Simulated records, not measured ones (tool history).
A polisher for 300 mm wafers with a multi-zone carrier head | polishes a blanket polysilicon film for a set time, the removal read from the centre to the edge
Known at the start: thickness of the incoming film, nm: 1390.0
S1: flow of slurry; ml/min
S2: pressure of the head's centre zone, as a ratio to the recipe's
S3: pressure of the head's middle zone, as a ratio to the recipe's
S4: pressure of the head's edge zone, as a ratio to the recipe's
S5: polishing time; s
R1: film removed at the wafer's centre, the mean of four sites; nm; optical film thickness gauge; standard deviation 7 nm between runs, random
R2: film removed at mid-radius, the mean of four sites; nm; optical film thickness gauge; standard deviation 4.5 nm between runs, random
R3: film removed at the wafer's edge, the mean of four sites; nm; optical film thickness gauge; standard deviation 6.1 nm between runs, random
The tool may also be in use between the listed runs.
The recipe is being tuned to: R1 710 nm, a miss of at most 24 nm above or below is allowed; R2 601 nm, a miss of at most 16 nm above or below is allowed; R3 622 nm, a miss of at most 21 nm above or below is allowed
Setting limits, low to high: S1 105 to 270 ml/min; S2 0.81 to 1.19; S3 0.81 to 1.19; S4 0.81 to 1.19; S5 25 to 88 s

Run 1, hour 0: S1 175 ml/min, S2 1, S3 1, S4 1, S5 56 s. Result: R1 597.04 nm, R2 603.96 nm, R3 577.86 nm.
Run 2, hour 0.9: S1 175 ml/min, S2 1, S3 1, S4 1, S5 63 s. Result: R1 668.61 nm, R2 676.09 nm, R3 660.87 nm.
Run 3, hour 3.8: S1 150 ml/min, S2 1, S3 1, S4 1, S5 63 s. Result: R1 646.33 nm, R2 653.47 nm, R3 642.38 nm.
Run 4, hour 4.9: S1 145 ml/min, S2 1.03, S3 0.98, S4 0.99, S5 63 s. Result: R1 656.06 nm, R2 645.83 nm, R3 641.63 nm.
Run 5, hour 5.4: S1 145 ml/min, S2 1.07, S3 0.95, S4 0.97, S5 63 s. Result: R1 685.75 nm, R2 622.64 nm, R3 632.8 nm.
Run 6, hour 14.4: S1 145 ml/min, S2 1.07, S3 0.95, S4 1.05, S5 63 s. Result: R1 689.1 nm, R2 624.08 nm, R3 659.63 nm.
Run 7, hour 17.9: S1 145 ml/min, S2 1.09, S3 0.94, S4 1.02, S5 63 s. Result: R1 688.89 nm, R2 613.91 nm, R3 662.06 nm.
Run 8, hour 20.7: S1 145 ml/min, S2 1.11, S3 0.94, S4 0.98, S5 63 s. Result: R1 708.97 nm, R2 618.12 nm, R3 639.26 nm.

Consider the 4 candidate settings below. Which is the only one whose results all fall within their allowed miss of target?
Run A, hour 23.5: S1 135 ml/min, S2 1.16, S3 0.96, S4 1, S5 61 s. Result: R1 ?, R2 ?, R3 ?.
Run B, hour 23.5: S1 150 ml/min, S2 1.06, S3 0.94, S4 0.99, S5 61 s. Result: R1 ?, R2 ?, R3 ?.
Run C, hour 23.5: S1 150 ml/min, S2 1.11, S3 1.01, S4 0.97, S5 57 s. Result: R1 ?, R2 ?, R3 ?.
Run D, hour 23.5: S1 155 ml/min, S2 1.11, S3 0.96, S4 1.02, S5 56 s. Result: R1 ?, R2 ?, R3 ?.

move      R1      R2      R3
   A  710.86  599.12  611.86
   B  664.94  601.63  618.62
   C  651.18  597.04  572.26
   D  644.02  565.46  578.08
A: each result inside its tolerance
B: gets the furthest-off result to its target, but another result is out of tolerance
C: gets the furthest-off result to its target, but another result is out of tolerance
D: takes the result that was furthest off past its target
Correct choice: A, which meets every target
